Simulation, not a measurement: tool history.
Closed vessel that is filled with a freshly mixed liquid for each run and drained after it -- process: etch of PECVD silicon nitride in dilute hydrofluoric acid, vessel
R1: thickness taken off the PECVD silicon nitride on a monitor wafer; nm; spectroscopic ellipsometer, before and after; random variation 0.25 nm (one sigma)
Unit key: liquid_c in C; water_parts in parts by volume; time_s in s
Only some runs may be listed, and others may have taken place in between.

run 1 hour=0.0 | liquid_c=22.0 water_parts=135 time_s=1665 | R1=46.332
run 2 hour=5.3 | liquid_c=20.5 water_parts=135 time_s=1665 | R1=41.299
run 3 hour=6.9 | liquid_c=18.5 water_parts=135 time_s=1665 | R1=36.075
run 4 hour=8.8 | liquid_c=18.0 water_parts=135 time_s=1665 | R1=35.013
run 5 hour=12.4 | liquid_c=18.0 water_parts=180 time_s=1665 | R1=26.576
run 6 hour=18.8 | liquid_c=18.5 water_parts=180 time_s=1665 | R1=27.532

Run 7 is up next; what results do you expect?
run 7 hour=27.6 | liquid_c=19.0 water_parts=180 time_s=1665 | R1=?

R1: 28.724 nm
